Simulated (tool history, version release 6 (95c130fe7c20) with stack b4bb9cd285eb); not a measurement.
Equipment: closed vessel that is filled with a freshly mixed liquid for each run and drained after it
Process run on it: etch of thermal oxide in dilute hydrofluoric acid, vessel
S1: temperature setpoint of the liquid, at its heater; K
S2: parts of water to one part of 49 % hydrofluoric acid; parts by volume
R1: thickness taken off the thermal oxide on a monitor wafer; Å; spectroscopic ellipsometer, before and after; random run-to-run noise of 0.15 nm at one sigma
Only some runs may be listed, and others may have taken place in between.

{"run": 1, "day": 0.0, "S1": 298.15, "S2": 105, "time in the liquid (s)": 385, "R1": 201.65}
{"run": 2, "day": 0.046, "S1": 298.15, "S2": 105, "time in the liquid (s)": 415, "R1": 214.96}
{"run": 3, "day": 0.221, "S1": 299.15, "S2": 105, "time in the liquid (s)": 415, "R1": 226.41}
{"run": 4, "day": 0.312, "S1": 299.65, "S2": 105, "time in the liquid (s)": 415, "R1": 230.1}
{"run": 5, "day": 0.625, "S1": 296.15, "S2": 105, "time in the liquid (s)": 415, "R1": 197.74}
{"run": 6, "day": 0.792, "S1": 298.65, "S2": 105, "time in the liquid (s)": 415, "R1": 220.49}
{"run": 7, "day": 1.017, "S1": 299.65, "S2": 105, "time in the liquid (s)": 415, "R1": 226.44}
{"run": 8, "day": 1.233, "S1": 300.15, "S2": 105, "time in the liquid (s)": 415, "R1": 234.75}

Forecast run 9:
{"run": 9, "day": 1.283, "S1": 300.65, "S2": 105, "time in the liquid (s)": 415, "R1": "?"}

R1: 236.49 Å
